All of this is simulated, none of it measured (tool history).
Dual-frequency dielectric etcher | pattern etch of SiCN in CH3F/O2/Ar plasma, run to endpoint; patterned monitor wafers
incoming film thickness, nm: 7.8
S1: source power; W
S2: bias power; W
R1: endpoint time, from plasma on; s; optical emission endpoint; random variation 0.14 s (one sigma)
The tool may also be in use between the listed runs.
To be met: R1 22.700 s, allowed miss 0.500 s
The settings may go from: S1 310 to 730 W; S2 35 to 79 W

| run | hour | S1 | S2 | R1 |
|---|---|---|---|---|
| 1 | 0.0 | 520 | 57 | 19.002 |
| 2 | 1.0 | 520 | 67 | 18.048 |
| 3 | 3.4 | 520 | 62 | 18.238 |
| 4 | 9.3 | 460 | 58 | 20.067 |
| 5 | 15.0 | 460 | 62 | 19.454 |
| 6 | 17.0 | 420 | 60 | 20.362 |
| 7 | 22.9 | 390 | 59 | 21.141 |
| 8 | 31.3 | 370 | 59 | 21.593 |
| 9 | 39.7 | 360 | 59 | 22.100 |

Which of these 5 next moves meets every target?
| A | 48.1 | 470 | 50 | ? |
| B | 48.1 | 430 | 52 | ? |
| C | 48.1 | 440 | 52 | ? |
| D | 48.1 | 360 | 54 | ? |
| E | 48.1 | 390 | 59 | ? |

| move | R1 |
|---|---|
| A | 21.117 |
| B | 21.586 |
| C | 21.377 |
| D | 22.926 |
| E | 21.367 |
A: further off than the last run
B: further off than the last run
C: further off than the last run
D: meets every target
E: further off than the last run
Move D is the one to make.
